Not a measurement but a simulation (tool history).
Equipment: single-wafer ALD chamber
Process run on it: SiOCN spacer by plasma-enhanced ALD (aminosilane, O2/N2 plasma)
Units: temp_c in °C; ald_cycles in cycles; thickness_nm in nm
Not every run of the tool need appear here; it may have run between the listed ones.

run 1 hour=0.0 | temp_c=385 ald_cycles=93 | thickness_nm=5.7898
run 2 hour=6.6 | temp_c=385 ald_cycles=88 | thickness_nm=5.5239
run 3 hour=14.5 | temp_c=385 ald_cycles=98 | thickness_nm=6.1775
run 4 hour=20.0 | temp_c=385 ald_cycles=92 | thickness_nm=5.7599
run 5 hour=22.5 | temp_c=385 ald_cycles=86 | thickness_nm=5.4119
run 6 hour=26.4 | temp_c=385 ald_cycles=99 | thickness_nm=6.1420
run 7 hour=33.6 | temp_c=385 ald_cycles=92 | thickness_nm=5.7399

What does the tool deliver on the next run?
run 8 hour=40.4 | temp_c=385 ald_cycles=87 | thickness_nm=?

thickness_nm: 5.4656 nm
